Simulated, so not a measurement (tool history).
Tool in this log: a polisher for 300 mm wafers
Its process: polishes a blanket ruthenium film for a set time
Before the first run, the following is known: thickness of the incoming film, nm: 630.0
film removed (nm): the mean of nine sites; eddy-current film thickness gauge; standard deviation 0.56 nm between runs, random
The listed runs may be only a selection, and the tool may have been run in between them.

run,hour,flow of slurry (ml/min),pressure of the wafer on the pad (kPa),speed of the pad under the wafer (cm/s),polishing time (s),film removed (nm)
1,0.0,125,11.7,76,90,55.784
2,5.4,100,11.7,76,90,53.856
3,7.5,100,11.0,76,90,53.591
4,14.5,75,11.0,76,90,51.680
5,20.0,75,11.0,92,90,62.196
6,21.0,75,12.4,92,90,66.793
7,23.3,75,11.7,90,90,61.678

Estimate the outcome of run 8 from the log above:
8,30.9,75,11.0,90,90,?

{"run 8": {"film removed (nm)": 60.416}}
